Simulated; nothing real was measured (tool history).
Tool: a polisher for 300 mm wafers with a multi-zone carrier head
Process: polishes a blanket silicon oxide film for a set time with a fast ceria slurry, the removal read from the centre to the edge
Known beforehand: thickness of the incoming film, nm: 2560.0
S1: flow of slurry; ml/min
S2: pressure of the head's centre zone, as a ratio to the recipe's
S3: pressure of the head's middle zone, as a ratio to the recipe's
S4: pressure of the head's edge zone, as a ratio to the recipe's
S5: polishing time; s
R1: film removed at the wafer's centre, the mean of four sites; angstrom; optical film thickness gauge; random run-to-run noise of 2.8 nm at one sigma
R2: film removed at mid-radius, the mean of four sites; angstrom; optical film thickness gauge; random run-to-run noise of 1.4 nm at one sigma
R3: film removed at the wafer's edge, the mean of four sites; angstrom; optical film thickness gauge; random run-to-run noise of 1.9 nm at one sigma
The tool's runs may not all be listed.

| run | day | S1 | S2 | S3 | S4 | S5 | R1 | R2 | R3 |
|---|---|---|---|---|---|---|---|---|---|
| 1 | 0 | 235 | 1 | 1 | 1 | 30 | 2818.5 | 2797.1 | 2819.4 |
| 2 | 0.179 | 235 | 1 | 1.04 | 1 | 30 | 2903.1 | 2913.2 | 2929.8 |
| 3 | 0.238 | 260 | 1 | 1.04 | 1 | 30 | 2877.8 | 2928.3 | 2873.8 |
| 4 | 0.308 | 260 | 1 | 1.04 | 1 | 36 | 3363.1 | 3534.4 | 3479.5 |
| 5 | 0.479 | 260 | 0.99 | 0.99 | 0.98 | 32 | 3117.1 | 3002.4 | 3007.3 |
| 6 | 0.55 | 260 | 0.99 | 0.99 | 0.95 | 32 | 3046 | 2988.7 | 2994.7 |
| 7 | 0.808 | 260 | 0.98 | 0.97 | 0.94 | 28 | 2717.5 | 2605.4 | 2623.4 |
| 8 | 1.154 | 260 | 0.97 | 0.95 | 0.93 | 25 | 2291.9 | 2291.9 | 2269.1 |
| 9 | 1.396 | 260 | 0.97 | 0.95 | 0.93 | 25 | 2412.7 | 2279.3 | 2302.5 |
| 10 | 1.683 | 260 | 0.97 | 0.95 | 0.93 | 25 | 2408.6 | 2332.3 | 2315.2 |
| 11 | 2.042 | 255 | 0.97 | 0.92 | 0.93 | 23 | 2182 | 2050.1 | 2164.8 |
| 12 | 2.317 | 260 | 0.97 | 0.9 | 0.91 | 22 | 1994.7 | 1940.9 | 2003.3 |
| 13 | 2.433 | 260 | 1.01 | 0.88 | 0.89 | 22 | 2167.9 | 1885.6 | 2029.2 |
| 14 | 2.546 | 265 | 1.01 | 0.87 | 0.87 | 21 | 2098 | 1791.9 | 1896.3 |
| 15 | 2.642 | 260 | 1 | 0.86 | 0.86 | 21 | 2019.7 | 1772.4 | 1890.6 |
| 16 | 2.788 | 260 | 1 | 0.86 | 0.85 | 21 | 2014.2 | 1798.3 | 1890 |

Estimate the outcome of run 17 from the log above:
| 17 | 2.979 | 260 | 1 | 0.85 | 0.84 | 20 | ? | ? | ? |

{"run 17": {"R1": 1934.5, "R2": 1701.4, "R3": 1784.6}}
